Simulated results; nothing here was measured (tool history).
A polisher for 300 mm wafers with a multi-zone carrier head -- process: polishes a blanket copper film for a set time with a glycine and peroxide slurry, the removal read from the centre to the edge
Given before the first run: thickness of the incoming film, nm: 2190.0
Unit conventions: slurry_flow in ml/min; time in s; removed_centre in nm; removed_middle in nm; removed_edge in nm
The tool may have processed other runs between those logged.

{"run": 1, "hour": 0.0, "slurry_flow": 130, "centre_zone": 1.0, "middle_zone": 1.0, "edge_zone": 1.0, "time": 85, "removed_centre": 274.06, "removed_middle": 272.8, "removed_edge": 267.0}
{"run": 2, "hour": 6.6, "slurry_flow": 145, "centre_zone": 1.0, "middle_zone": 1.0, "edge_zone": 1.0, "time": 85, "removed_centre": 279.11, "removed_middle": 283.27, "removed_edge": 271.56}
{"run": 3, "hour": 10.4, "slurry_flow": 145, "centre_zone": 1.0, "middle_zone": 1.0, "edge_zone": 1.06, "time": 85, "removed_centre": 277.73, "removed_middle": 276.28, "removed_edge": 280.14}
{"run": 4, "hour": 17.1, "slurry_flow": 130, "centre_zone": 0.97, "middle_zone": 0.97, "edge_zone": 1.01, "time": 78, "removed_centre": 245.26, "removed_middle": 246.47, "removed_edge": 247.98}
{"run": 5, "hour": 22.8, "slurry_flow": 130, "centre_zone": 0.97, "middle_zone": 0.97, "edge_zone": 1.01, "time": 93, "removed_centre": 290.03, "removed_middle": 296.34, "removed_edge": 299.33}
{"run": 6, "hour": 27.1, "slurry_flow": 130, "centre_zone": 1.01, "middle_zone": 0.97, "edge_zone": 1.01, "time": 93, "removed_centre": 299.17, "removed_middle": 292.29, "removed_edge": 297.9}
{"run": 7, "hour": 31.3, "slurry_flow": 120, "centre_zone": 0.97, "middle_zone": 0.95, "edge_zone": 0.98, "time": 83, "removed_centre": 253.52, "removed_middle": 256.07, "removed_edge": 258.24}
{"run": 8, "hour": 36.1, "slurry_flow": 115, "centre_zone": 0.95, "middle_zone": 0.93, "edge_zone": 0.95, "time": 76, "removed_centre": 227.86, "removed_middle": 226.97, "removed_edge": 230.93}

The next listed run, before its measurement:
{"run": 9, "hour": 44.3, "slurry_flow": 110, "centre_zone": 0.93, "middle_zone": 0.92, "edge_zone": 0.92, "time": 72, "removed_centre": "?", "removed_middle": "?", "removed_edge": "?"}

{"run 9": {"removed_centre": 205.91, "removed_middle": 215.83, "removed_edge": 216.16}}
